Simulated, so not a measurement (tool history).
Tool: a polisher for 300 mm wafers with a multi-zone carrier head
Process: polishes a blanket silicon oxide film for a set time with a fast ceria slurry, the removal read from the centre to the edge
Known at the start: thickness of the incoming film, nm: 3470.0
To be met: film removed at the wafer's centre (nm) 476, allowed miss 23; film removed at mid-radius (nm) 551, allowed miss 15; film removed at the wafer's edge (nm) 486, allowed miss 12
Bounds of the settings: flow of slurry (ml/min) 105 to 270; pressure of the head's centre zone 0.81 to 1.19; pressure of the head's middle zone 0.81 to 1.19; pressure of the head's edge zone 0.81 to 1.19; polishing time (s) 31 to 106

run,hour,flow of slurry (ml/min),pressure of the head's centre zone,pressure of the head's middle zone,pressure of the head's edge zone,polishing time (s),film removed at the wafer's centre (nm),film removed at mid-radius (nm),film removed at the wafer's edge (nm)
1,0,175,1,1,1,68,677.28,685.57,683.77
2,3.4,175,1,1,1,79,792.61,792.67,800.55
3,6.1,150,1,1,1,79,767.96,766.81,781.88
4,11.2,150,1,1,0.95,79,777.1,774.03,763.79
5,18,150,1,1,0.95,94,925.46,924.74,907.57
6,24.4,150,0.97,1.01,0.91,80,747.29,786.99,754.75
7,25.6,150,0.96,1.02,0.88,70,651.86,687.67,650.87
8,33.8,150,0.95,1.04,0.86,64,607.2,648.73,587.83
9,42.7,145,0.93,1.04,0.85,60,545.39,606.08,554.1
10,45.8,140,0.92,1.05,0.84,58,522.4,580.66,520.56
11,52.5,130,0.91,1.05,0.83,58,496.5,585.09,521.81
12,53.5,130,0.91,1.05,0.83,58,509.33,575.44,513.62
13,58.2,125,0.9,1.05,0.82,58,498.05,570.79,512.82
14,65.1,120,0.9,1.06,0.82,57,490.36,573.8,502.41
15,73.2,115,0.9,1.06,0.82,57,476.59,567.47,501.8

Which of these 4 next moves meets every target?
A,81.3,185,1.06,1.06,0.81,49,?,?,?
B,81.3,120,0.9,1.06,0.81,55,?,?,?
C,81.3,130,1.08,1.07,0.81,51,?,?,?
D,81.3,145,1.02,0.99,0.82,54,?,?,?

move,film removed at the wafer's centre (nm),film removed at mid-radius (nm),film removed at the wafer's edge (nm)
A,531.42,527.97,454.39
B,469.32,555.15,486.18
C,531.11,525.47,455.12
D,541.24,530.26,491.13
A: takes the result that was furthest off past its target
B: meets every target
C: takes the result that was furthest off past its target
D: brings the result that was furthest off to its target, and leaves another outside
Move B is the one to make.

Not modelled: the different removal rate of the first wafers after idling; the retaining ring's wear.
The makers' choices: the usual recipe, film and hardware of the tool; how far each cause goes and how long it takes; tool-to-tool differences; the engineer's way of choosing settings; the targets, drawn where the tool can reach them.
